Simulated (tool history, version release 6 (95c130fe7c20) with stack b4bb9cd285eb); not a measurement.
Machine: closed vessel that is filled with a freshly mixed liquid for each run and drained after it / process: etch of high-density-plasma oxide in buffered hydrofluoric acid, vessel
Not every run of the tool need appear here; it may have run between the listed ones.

run,hour,temperature setpoint of the liquid (K),parts of 40 % ammonium fluoride to one part of 49 % hydrofluoric acid (parts by volume),time in the liquid (s),thickness taken off the high-density-plasma oxide on a monitor wafer (nm)
1,0.0,297.15,18.5,35,26.502
2,7.4,299.15,16.5,35,33.270
3,16.0,300.65,15.0,35,39.501
4,16.5,300.65,15.0,35,39.912
5,21.4,301.65,14.0,35,44.782
6,29.3,303.15,14.0,35,48.629

Run 7 has not been measured yet. What should we expect?
7,36.7,303.65,13.0,35,?

thickness taken off the high-density-plasma oxide on a monitor wafer (nm): 52.953
